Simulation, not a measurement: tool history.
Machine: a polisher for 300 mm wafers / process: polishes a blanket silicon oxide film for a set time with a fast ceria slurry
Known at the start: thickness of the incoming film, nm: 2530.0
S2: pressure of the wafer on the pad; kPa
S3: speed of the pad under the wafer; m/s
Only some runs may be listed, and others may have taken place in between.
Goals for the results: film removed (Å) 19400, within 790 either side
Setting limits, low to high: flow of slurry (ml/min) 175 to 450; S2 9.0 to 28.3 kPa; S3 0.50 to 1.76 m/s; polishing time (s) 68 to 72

run 1 hour=0.0 | flow_of_slurry_(ml/min)=290 S2=18.6 S3=1.12 polishing_time_(s)=68 | film_removed_(Å)=13766
run 2 hour=3.5 | flow_of_slurry_(ml/min)=290 S2=17.2 S3=1.12 polishing_time_(s)=68 | film_removed_(Å)=12699
run 3 hour=5.2 | flow_of_slurry_(ml/min)=240 S2=17.2 S3=1.12 polishing_time_(s)=68 | film_removed_(Å)=12356
run 4 hour=7.0 | flow_of_slurry_(ml/min)=245 S2=17.9 S3=1.12 polishing_time_(s)=68 | film_removed_(Å)=12868
run 5 hour=14.9 | flow_of_slurry_(ml/min)=250 S2=18.6 S3=1.12 polishing_time_(s)=68 | film_removed_(Å)=13237
run 6 hour=22.6 | flow_of_slurry_(ml/min)=250 S2=18.6 S3=1.12 polishing_time_(s)=68 | film_removed_(Å)=13332
-- hour=24.5 head pressure recalibrated
run 7 hour=24.5 | flow_of_slurry_(ml/min)=250 S2=18.6 S3=1.12 polishing_time_(s)=68 | film_removed_(Å)=12483
run 8 hour=28.6 | flow_of_slurry_(ml/min)=270 S2=20.0 S3=1.14 polishing_time_(s)=68 | film_removed_(Å)=13350
run 9 hour=34.8 | flow_of_slurry_(ml/min)=270 S2=24.8 S3=1.18 polishing_time_(s)=68 | film_removed_(Å)=17018
run 10 hour=36.6 | flow_of_slurry_(ml/min)=270 S2=24.8 S3=1.18 polishing_time_(s)=68 | film_removed_(Å)=17144

Exactly one of the 4 candidate moves below puts every result within its allowed miss. Which one?
run A hour=38.4 | flow_of_slurry_(ml/min)=280 S2=23.4 S3=1.20 polishing_time_(s)=68 | film_removed_(Å)=?
run B hour=38.4 | flow_of_slurry_(ml/min)=310 S2=23.4 S3=1.20 polishing_time_(s)=68 | film_removed_(Å)=?
run C hour=38.4 | flow_of_slurry_(ml/min)=180 S2=20.7 S3=1.18 polishing_time_(s)=71 | film_removed_(Å)=?
run D hour=38.4 | flow_of_slurry_(ml/min)=245 S2=26.2 S3=1.28 polishing_time_(s)=68 | film_removed_(Å)=?

move=A film_removed_(Å)=16497
move=B film_removed_(Å)=16659
move=C film_removed_(Å)=14174
move=D film_removed_(Å)=19302
A: misses by more than the last run did
B: misses by more than the last run did
C: misses by more than the last run did
D: all results land within tolerance of their targets
So the answer is move D, the one that meets all the targets.
